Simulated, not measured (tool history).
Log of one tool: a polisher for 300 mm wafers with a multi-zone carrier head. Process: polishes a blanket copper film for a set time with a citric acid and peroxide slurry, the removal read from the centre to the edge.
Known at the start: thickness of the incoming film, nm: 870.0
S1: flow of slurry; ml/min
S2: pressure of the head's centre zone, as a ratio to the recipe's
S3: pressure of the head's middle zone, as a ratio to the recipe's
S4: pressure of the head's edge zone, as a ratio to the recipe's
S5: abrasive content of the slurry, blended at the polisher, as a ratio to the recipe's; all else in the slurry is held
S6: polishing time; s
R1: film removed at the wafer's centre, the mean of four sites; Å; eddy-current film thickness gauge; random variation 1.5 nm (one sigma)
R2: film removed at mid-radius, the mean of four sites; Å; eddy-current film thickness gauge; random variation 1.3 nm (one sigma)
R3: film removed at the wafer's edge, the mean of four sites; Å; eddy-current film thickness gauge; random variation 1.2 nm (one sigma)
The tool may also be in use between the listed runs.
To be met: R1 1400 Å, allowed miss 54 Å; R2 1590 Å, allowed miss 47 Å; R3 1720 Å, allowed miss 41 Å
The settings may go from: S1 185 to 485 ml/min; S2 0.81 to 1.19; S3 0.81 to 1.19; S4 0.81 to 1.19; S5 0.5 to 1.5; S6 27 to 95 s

run,hour,S1,S2,S3,S4,S5,S6,R1,R2,R3
1,0,310,1,1,1,1,61,1954.7,1905.6,1949.5
2,3.5,300,0.97,0.99,1,0.95,61,1838.3,1890.7,1957.9
3,8.7,295,0.96,0.97,0.98,0.9,61,1788.6,1799.7,1892.1
4,17.3,220,0.96,0.97,0.98,0.9,61,1712.6,1758.6,1840.6
5,19.6,220,1,0.97,0.98,0.9,61,1822.6,1763.4,1854.3
6,23.8,215,0.98,0.96,0.97,0.9,61,1753,1740.1,1809.9
7,29.1,210,0.96,0.95,0.97,0.9,61,1753,1723.8,1819.1
8,30.7,210,0.94,0.95,0.97,0.85,61,1640,1702.9,1801.1
9,36.3,210,0.93,0.94,0.96,0.85,61,1647,1696.3,1784.5
10,42.6,210,0.91,0.93,0.96,0.85,61,1634.4,1677.6,1781.5
11,49.8,205,0.9,0.93,0.96,0.8,61,1555.7,1645,1762.3
12,56.2,205,0.89,0.93,0.96,0.8,61,1552.9,1654.6,1766.3
13,57.9,205,0.88,0.93,0.96,0.8,61,1530.5,1679.4,1762.9
14,62.6,205,0.87,0.92,0.96,0.8,61,1552.4,1624.5,1736.9
15,67.3,185,0.81,0.96,1.04,0.65,60,1300.5,1561,1690.4
16,68.8,190,0.82,0.96,1.04,0.65,60,1337.4,1561.9,1720.7
17,74.5,195,0.82,0.96,1.04,0.65,60,1331.9,1562,1692
18,79.6,200,0.82,0.96,1.04,0.65,60,1333.7,1572.9,1706.3

5 next moves are on the table. One of them brings every result within its allowed miss. Which?
A,84.7,250,0.81,1.01,1.08,0.55,58,?,?,?
B,84.7,185,0.81,0.97,1.14,0.65,58,?,?,?
C,84.7,245,0.81,0.99,1.08,0.75,55,?,?,?
D,84.7,185,0.81,0.98,1.09,0.65,60,?,?,?
E,84.7,185,0.85,0.96,1.01,0.75,60,?,?,?

move,R1,R2,R3
A,1266.2,1576.2,1677.3
B,1242,1512,1723.7
C,1279.6,1571.2,1697.2
D,1284.9,1575.5,1742.7
E,1391.3,1601.8,1731.5
A: further off than the last run
B: further off than the last run
C: further off than the last run
D: further off than the last run
E: meets every target
Answer: E

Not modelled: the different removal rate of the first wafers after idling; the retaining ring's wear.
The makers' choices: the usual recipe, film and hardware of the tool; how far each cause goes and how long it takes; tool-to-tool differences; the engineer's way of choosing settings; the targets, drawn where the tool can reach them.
